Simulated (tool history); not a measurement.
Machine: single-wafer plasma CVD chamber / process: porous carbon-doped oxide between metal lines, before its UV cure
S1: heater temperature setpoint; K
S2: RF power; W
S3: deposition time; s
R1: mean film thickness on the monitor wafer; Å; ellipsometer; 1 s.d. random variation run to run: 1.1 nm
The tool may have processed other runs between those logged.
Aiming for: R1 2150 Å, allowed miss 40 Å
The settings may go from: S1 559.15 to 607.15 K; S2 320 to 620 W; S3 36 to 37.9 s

run 1 day=0 | S1=583.15 S2=470 S3=37.9 | R1=1919.2
run 2 day=0.275 | S1=583.15 S2=495 S3=37.9 | R1=1983.4
run 3 day=0.575 | S1=580.15 S2=500 S3=37.9 | R1=2047.1
run 4 day=0.938 | S1=578.15 S2=500 S3=37.9 | R1=2082.6
run 5 day=1.117 | S1=578.15 S2=500 S3=36 | R1=1994.4
run 6 day=1.371 | S1=583.15 S2=500 S3=36 | R1=1908.7
run 7 day=1.429 | S1=580.15 S2=500 S3=36 | R1=1947.1
run 8 day=1.504 | S1=577.15 S2=500 S3=36 | R1=1998.1

Exactly one of the 4 candidate moves below puts every result within its allowed miss. Which one?
run A day=1.579 | S1=580.15 S2=485 S3=36 | R1=?
run B day=1.579 | S1=573.15 S2=495 S3=36.5 | R1=?
run C day=1.579 | S1=574.15 S2=525 S3=36.7 | R1=?
run D day=1.579 | S1=574.15 S2=490 S3=36.9 | R1=?

move=A R1=1913.9
move=B R1=2066.1
move=C R1=2173.1
move=D R1=2055.6
A: misses by more than the last run did
B: closes in on the targets versus the last run, not all within tolerance yet
C: all results land within tolerance of their targets
D: closes in on the targets versus the last run, not all within tolerance yet
Correct choice: C, which meets every target
